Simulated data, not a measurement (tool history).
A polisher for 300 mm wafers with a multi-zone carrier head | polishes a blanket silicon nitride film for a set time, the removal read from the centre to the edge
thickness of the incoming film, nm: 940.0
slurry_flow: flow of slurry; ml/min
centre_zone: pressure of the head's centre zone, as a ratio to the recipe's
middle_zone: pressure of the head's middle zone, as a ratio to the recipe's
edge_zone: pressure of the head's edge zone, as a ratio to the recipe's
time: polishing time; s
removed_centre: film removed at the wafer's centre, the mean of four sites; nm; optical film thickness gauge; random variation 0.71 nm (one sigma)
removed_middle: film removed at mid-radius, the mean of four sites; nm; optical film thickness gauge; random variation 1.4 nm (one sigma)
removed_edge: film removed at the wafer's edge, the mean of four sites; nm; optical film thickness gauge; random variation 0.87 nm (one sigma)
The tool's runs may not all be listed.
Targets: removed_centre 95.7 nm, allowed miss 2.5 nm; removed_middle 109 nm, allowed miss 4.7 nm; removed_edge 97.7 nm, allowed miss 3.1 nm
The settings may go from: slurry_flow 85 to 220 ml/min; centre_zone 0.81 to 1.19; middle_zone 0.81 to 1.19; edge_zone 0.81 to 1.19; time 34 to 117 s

run  hour  slurry_flow  centre_zone  middle_zone  edge_zone  time  removed_centre  removed_middle  removed_edge
  1     0          140            1            1          1    75          118.08          118.21        115.65
  2   2.9          130         0.97         1.01       0.95    74          110.54          116.35        110.81
  3   4.2          130          0.9         1.01       0.95    74          105.24           114.6        110.49
  4    12          130          0.9         1.01       1.02    74          105.71          116.11        115.56
  5  15.1          130          0.9         1.01       0.94    74          105.36          117.76         108.3
  6  21.1          130         0.81         1.01       0.94    74          96.344          116.43        109.05
     27.5  -- worn pad replaced by a new one
  7  27.5          125         0.83            1        0.9    74          104.77          120.74        112.71
  8    32          125         0.87         1.02       0.92    72          105.09          122.04        111.84

Which of these 4 next moves meets every target?
  A  36.5          130         0.85            1       0.97    66               ?               ?             ?
  B  36.5          205         0.98         1.14       0.81    62               ?               ?             ?
  C  36.5          130         0.93          1.1       0.95    61               ?               ?             ?
  D  36.5           90         0.89         1.01       1.01    90               ?               ?             ?

move  removed_centre  removed_middle  removed_edge
   A          95.427             109        106.66
   B          110.38          124.72        98.014
   C           94.58          109.21        97.479
   D          118.51          134.05        137.49
A: nearer than the last run, and not there yet
B: brings the result that was furthest off to its target, and leaves another outside
C: meets every target
D: further off than the last run
Move C is the one to make.

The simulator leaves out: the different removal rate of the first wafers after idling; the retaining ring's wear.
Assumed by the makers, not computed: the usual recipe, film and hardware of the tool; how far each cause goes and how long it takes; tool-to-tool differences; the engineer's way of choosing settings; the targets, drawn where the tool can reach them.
